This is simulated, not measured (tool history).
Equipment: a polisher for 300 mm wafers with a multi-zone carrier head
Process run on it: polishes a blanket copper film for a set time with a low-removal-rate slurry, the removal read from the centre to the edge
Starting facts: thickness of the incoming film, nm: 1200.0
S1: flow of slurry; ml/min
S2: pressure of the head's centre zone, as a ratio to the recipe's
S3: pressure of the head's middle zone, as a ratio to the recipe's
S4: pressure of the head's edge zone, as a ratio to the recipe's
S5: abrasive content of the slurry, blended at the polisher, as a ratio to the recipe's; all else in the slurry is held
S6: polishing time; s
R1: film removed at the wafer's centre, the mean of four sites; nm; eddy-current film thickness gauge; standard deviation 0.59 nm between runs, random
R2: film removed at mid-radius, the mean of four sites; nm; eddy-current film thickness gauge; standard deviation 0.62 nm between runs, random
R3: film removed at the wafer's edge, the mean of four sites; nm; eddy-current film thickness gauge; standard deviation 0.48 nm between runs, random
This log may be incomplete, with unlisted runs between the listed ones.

{"run": 1, "hour": 0.0, "S1": 155, "S2": 1.0, "S3": 1.0, "S4": 1.0, "S5": 1.0, "S6": 38, "R1": 99.913, "R2": 100.41, "R3": 101.3}
{"run": 2, "hour": 3.7, "S1": 155, "S2": 1.0, "S3": 1.06, "S4": 1.0, "S5": 1.0, "S6": 38, "R1": 98.497, "R2": 104.51, "R3": 101.77}
{"run": 3, "hour": 8.1, "S1": 160, "S2": 1.02, "S3": 1.06, "S4": 0.97, "S5": 0.9, "S6": 35, "R1": 91.701, "R2": 96.102, "R3": 90.436}
{"run": 4, "hour": 10.1, "S1": 160, "S2": 1.02, "S3": 1.06, "S4": 0.97, "S5": 0.75, "S6": 35, "R1": 84.883, "R2": 88.905, "R3": 85.689}
{"run": 5, "hour": 12.4, "S1": 160, "S2": 1.02, "S3": 1.13, "S4": 0.97, "S5": 0.75, "S6": 35, "R1": 85.747, "R2": 94.101, "R3": 85.56}
{"run": 6, "hour": 14.0, "S1": 160, "S2": 1.04, "S3": 1.12, "S4": 0.95, "S5": 0.7, "S6": 33, "R1": 80.452, "R2": 85.383, "R3": 77.241}
{"run": 7, "hour": 18.2, "S1": 160, "S2": 1.04, "S3": 1.12, "S4": 0.95, "S5": 0.7, "S6": 33, "R1": 80.1, "R2": 85.401, "R3": 77.237}
{"run": 8, "hour": 19.2, "S1": 155, "S2": 1.06, "S3": 1.12, "S4": 0.92, "S5": 0.65, "S6": 32, "R1": 76.719, "R2": 82.063, "R3": 72.679}
{"run": 9, "hour": 21.7, "S1": 155, "S2": 1.08, "S3": 1.11, "S4": 0.9, "S5": 0.6, "S6": 31, "R1": 74.643, "R2": 74.932, "R3": 67.174}
{"run": 10, "hour": 28.0, "S1": 150, "S2": 1.09, "S3": 1.11, "S4": 0.88, "S5": 0.6, "S6": 31, "R1": 74.826, "R2": 74.757, "R3": 64.952}
{"run": 11, "hour": 29.9, "S1": 140, "S2": 1.09, "S3": 1.1, "S4": 0.87, "S5": 0.6, "S6": 31, "R1": 72.44, "R2": 74.118, "R3": 63.542}

What does the tool deliver on the next run?
{"run": 12, "hour": 37.7, "S1": 135, "S2": 1.1, "S3": 1.08, "S4": 0.86, "S5": 0.6, "S6": 31, "R1": "?", "R2": "?", "R3": "?"}

R1: 72.314 nm
R2: 71.919 nm
R3: 64.647 nm

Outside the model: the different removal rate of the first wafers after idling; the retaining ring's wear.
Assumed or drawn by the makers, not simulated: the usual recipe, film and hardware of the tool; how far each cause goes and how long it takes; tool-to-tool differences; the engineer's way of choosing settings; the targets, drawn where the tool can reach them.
